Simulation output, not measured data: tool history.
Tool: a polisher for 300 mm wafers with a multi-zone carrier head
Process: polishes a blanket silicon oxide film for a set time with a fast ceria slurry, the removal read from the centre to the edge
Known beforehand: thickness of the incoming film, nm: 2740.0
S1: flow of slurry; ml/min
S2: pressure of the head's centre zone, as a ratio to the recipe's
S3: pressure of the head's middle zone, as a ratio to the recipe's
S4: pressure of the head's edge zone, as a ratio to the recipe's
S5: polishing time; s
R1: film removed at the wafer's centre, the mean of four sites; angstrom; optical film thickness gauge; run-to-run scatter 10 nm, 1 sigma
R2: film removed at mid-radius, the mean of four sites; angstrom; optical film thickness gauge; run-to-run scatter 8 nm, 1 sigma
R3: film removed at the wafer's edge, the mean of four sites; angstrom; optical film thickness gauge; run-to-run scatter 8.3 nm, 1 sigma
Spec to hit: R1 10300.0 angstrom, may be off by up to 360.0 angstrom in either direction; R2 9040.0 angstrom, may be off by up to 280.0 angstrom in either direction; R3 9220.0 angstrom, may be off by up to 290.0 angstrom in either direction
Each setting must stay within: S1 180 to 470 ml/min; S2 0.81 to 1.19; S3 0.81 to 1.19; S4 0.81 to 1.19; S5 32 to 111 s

run,hour,S1,S2,S3,S4,S5,R1,R2,R3
1,0.0,300,1.00,1.00,1.00,71,8852.3,8753.2,9229.6
2,2.2,310,1.02,1.00,1.00,71,8939.0,8747.0,9123.3
3,6.5,310,1.04,1.00,1.00,71,9221.7,8733.7,9141.2
4,12.8,310,1.04,1.00,1.00,64,8335.2,7948.6,8379.7
5,14.2,315,1.06,1.01,1.01,65,8419.3,8062.2,8389.9
6,21.8,315,1.06,1.01,1.01,51,6640.0,6365.0,6590.9
7,28.0,315,1.08,1.01,1.01,54,7311.7,6853.5,7039.6
8,31.5,315,1.09,1.01,1.02,57,7643.1,7081.3,7404.6
9,40.3,315,1.10,1.02,1.02,59,7981.1,7455.8,7639.5
10,44.6,315,1.11,1.02,1.02,61,8470.4,7698.4,7943.3
11,49.0,315,1.12,1.03,1.03,62,8393.0,7971.2,7986.9
12,53.7,315,1.13,1.03,1.03,63,8853.5,7880.3,8293.9
13,61.9,315,1.14,1.04,1.03,64,8879.2,8230.1,8364.3
14,69.8,320,1.15,1.04,1.03,65,9277.3,8263.0,8443.5
15,74.5,320,1.16,1.04,1.04,66,9585.1,8504.0,8617.7
16,83.5,325,1.16,1.04,1.05,66,9416.3,8362.3,8664.4
17,86.9,325,1.16,1.04,1.05,67,9630.3,8626.6,8821.7
18,92.2,325,1.17,1.04,1.05,67,9637.9,8673.4,8919.3
19,94.8,330,1.17,1.04,1.05,67,9790.2,8597.0,8814.0
20,100.5,330,1.17,1.04,1.06,67,9760.3,8735.6,8822.7
21,107.0,335,1.18,1.03,1.07,68,9955.0,8778.2,8985.0

Which one of the following 5 next-run settings gets every result inside its allowed miss? There is exactly one.
A,113.5,315,1.18,1.02,1.03,66,?,?,?
B,113.5,305,1.07,1.02,1.13,69,?,?,?
C,113.5,245,1.19,1.05,1.05,71,?,?,?
D,113.5,275,1.12,0.96,1.11,71,?,?,?
E,113.5,315,1.16,0.98,1.06,67,?,?,?

move,R1,R2,R3
A,9699.1,8452.4,8775.3
B,9163.0,8818.8,9394.8
C,10282.0,9124.9,9335.0
D,9776.2,8547.8,9564.0
E,9675.4,8296.2,8982.6
A: moves away from the targets compared with the last run
B: moves away from the targets compared with the last run
C: all results in spec
D: moves away from the targets compared with the last run
E: moves away from the targets compared with the last run
So the answer is move C, the one that meets all the targets.
